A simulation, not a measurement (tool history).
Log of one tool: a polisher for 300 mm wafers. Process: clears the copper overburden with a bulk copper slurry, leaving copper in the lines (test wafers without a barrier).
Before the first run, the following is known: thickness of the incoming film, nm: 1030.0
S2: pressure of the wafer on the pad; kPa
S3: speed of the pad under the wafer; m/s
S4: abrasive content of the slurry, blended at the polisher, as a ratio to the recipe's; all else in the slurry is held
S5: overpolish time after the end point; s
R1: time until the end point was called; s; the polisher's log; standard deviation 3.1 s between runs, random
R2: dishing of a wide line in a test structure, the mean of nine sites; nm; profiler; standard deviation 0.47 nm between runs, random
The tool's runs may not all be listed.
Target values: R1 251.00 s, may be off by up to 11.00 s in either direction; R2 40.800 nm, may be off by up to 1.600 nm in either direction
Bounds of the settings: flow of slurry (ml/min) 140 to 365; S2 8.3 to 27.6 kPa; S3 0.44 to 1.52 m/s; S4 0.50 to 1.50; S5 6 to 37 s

{"run": 1, "hour": 0.0, "flow of slurry (ml/min)": 235, "S2": 17.9, "S3": 0.98, "S4": 1.0, "S5": 19, "R1": 124.61, "R2": 78.291}
{"run": 2, "hour": 1.6, "flow of slurry (ml/min)": 235, "S2": 17.9, "S3": 0.98, "S4": 0.9, "S5": 19, "R1": 127.11, "R2": 76.421}
{"run": 3, "hour": 5.8, "flow of slurry (ml/min)": 235, "S2": 17.2, "S3": 0.96, "S4": 0.9, "S5": 18, "R1": 136.48, "R2": 70.423}
{"run": 4, "hour": 6.8, "flow of slurry (ml/min)": 235, "S2": 17.2, "S3": 0.96, "S4": 1.05, "S5": 18, "R1": 131.2, "R2": 70.649}
{"run": 5, "hour": 11.1, "flow of slurry (ml/min)": 235, "S2": 17.2, "S3": 0.96, "S4": 1.05, "S5": 11, "R1": 129.72, "R2": 51.771}
{"run": 6, "hour": 19.9, "flow of slurry (ml/min)": 230, "S2": 15.9, "S3": 0.94, "S4": 1.05, "S5": 12, "R1": 144.62, "R2": 50.052}
{"run": 7, "hour": 22.5, "flow of slurry (ml/min)": 230, "S2": 15.9, "S3": 0.94, "S4": 1.05, "S5": 12, "R1": 144.12, "R2": 50.748}
{"run": 8, "hour": 26.1, "flow of slurry (ml/min)": 225, "S2": 11.0, "S3": 0.8, "S4": 1.05, "S5": 18, "R1": 239.99, "R2": 45.471}

Pick the move, out of 5, that brings all results within their allowed miss; only one does.
{"run": "A", "hour": 29.7, "flow of slurry (ml/min)": 215, "S2": 10.3, "S3": 0.78, "S4": 1.1, "S5": 20, "R1": "?", "R2": "?"}
{"run": "B", "hour": 29.7, "flow of slurry (ml/min)": 210, "S2": 19.3, "S3": 0.44, "S4": 0.9, "S5": 17, "R1": "?", "R2": "?"}
{"run": "C", "hour": 29.7, "flow of slurry (ml/min)": 170, "S2": 12.4, "S3": 0.68, "S4": 1.3, "S5": 22, "R1": "?", "R2": "?"}
{"run": "D", "hour": 29.7, "flow of slurry (ml/min)": 185, "S2": 11.7, "S3": 0.72, "S4": 1.2, "S5": 16, "R1": "?", "R2": "?"}
{"run": "E", "hour": 29.7, "flow of slurry (ml/min)": 225, "S2": 9.0, "S3": 0.94, "S4": 1.0, "S5": 24, "R1": "?", "R2": "?"}

move=A R1=260.25 R2=46.848
move=B R1=247.73 R2=45.157
move=C R1=247.45 R2=52.959
move=D R1=249.13 R2=41.410
move=E R1=255.05 R2=53.000
A: its largest miss is bigger than the last run's
B: nearer than the last run, and not there yet
C: its largest miss is bigger than the last run's
D: all results in spec
E: its largest miss is bigger than the last run's
The right move is D.
